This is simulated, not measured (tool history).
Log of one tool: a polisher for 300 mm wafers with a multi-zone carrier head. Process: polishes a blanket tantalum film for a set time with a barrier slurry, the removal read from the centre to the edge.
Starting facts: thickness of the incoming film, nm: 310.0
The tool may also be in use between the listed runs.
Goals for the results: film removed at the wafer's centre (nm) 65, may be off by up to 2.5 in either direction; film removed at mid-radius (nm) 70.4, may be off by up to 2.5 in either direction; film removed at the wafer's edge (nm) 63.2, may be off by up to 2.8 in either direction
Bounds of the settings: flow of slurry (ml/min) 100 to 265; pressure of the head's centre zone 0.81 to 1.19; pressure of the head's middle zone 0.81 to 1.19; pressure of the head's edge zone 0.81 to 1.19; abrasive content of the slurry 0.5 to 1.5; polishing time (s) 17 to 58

run,hour,flow of slurry (ml/min),pressure of the head's centre zone,pressure of the head's middle zone,pressure of the head's edge zone,abrasive content of the slurry,polishing time (s),film removed at the wafer's centre (nm),film removed at mid-radius (nm),film removed at the wafer's edge (nm)
1,0,170,1,1,1,1,37,80.521,84.577,82.84
2,8.5,170,1.06,1,1,1,37,87.67,85.044,84.939
3,13,170,1.04,1,0.96,0.9,37,82.651,81.708,79.211
4,20.4,165,1.02,1,0.93,0.85,37,79.573,81.079,76.934
5,21.5,165,1.02,1,0.9,0.85,37,80.85,80.627,74.988
6,28.5,185,1.02,1,0.9,0.85,37,79.91,82.665,77.004
7,31.6,175,0.99,0.99,0.88,0.8,37,76.869,79.434,74.081
8,32.9,165,0.97,0.99,0.86,0.75,37,72.679,75.245,71.783
9,37.2,160,0.97,1.01,0.85,0.7,37,70.879,74.873,70.23
10,38.3,155,0.97,1.02,0.84,0.65,37,68.422,72.728,68.298
11,40.7,155,0.98,1.03,0.83,0.65,37,69.655,75.326,67.235
12,41.9,145,0.98,1.03,0.83,0.65,37,67.476,73.233,66.415
13,48.4,130,0.99,1.04,0.81,0.55,37,62.896,65.345,59.624
14,51.2,135,0.99,1.04,0.81,0.55,37,62.395,68.025,60.293
15,60.1,140,0.99,1.04,0.81,0.55,37,63.196,68.208,59.428
16,66.6,140,0.99,1.04,0.81,0.55,37,64.334,67.7,60.121

Which single option among these 4 for the next run brings every result within its allowed miss of target? Just one does.
A,73.1,150,1,1.06,0.83,0.7,34,?,?,?
B,73.1,170,0.93,0.91,0.86,0.6,36,?,?,?
C,73.1,105,0.98,0.88,0.85,0.5,43,?,?,?
D,73.1,155,1.1,1.16,0.86,0.5,35,?,?,?

move,film removed at the wafer's centre (nm),film removed at mid-radius (nm),film removed at the wafer's edge (nm)
A,65.721,68.959,61.745
B,62.74,63.295,63.947
C,63.807,60.669,64.749
D,65.741,66.893,56.742
A: every result lands within tolerance
B: gets the furthest-off result to its target, but another result is out of tolerance
C: gets the furthest-off result to its target, but another result is out of tolerance
D: lands further from the targets than the last run did
The right move is A.

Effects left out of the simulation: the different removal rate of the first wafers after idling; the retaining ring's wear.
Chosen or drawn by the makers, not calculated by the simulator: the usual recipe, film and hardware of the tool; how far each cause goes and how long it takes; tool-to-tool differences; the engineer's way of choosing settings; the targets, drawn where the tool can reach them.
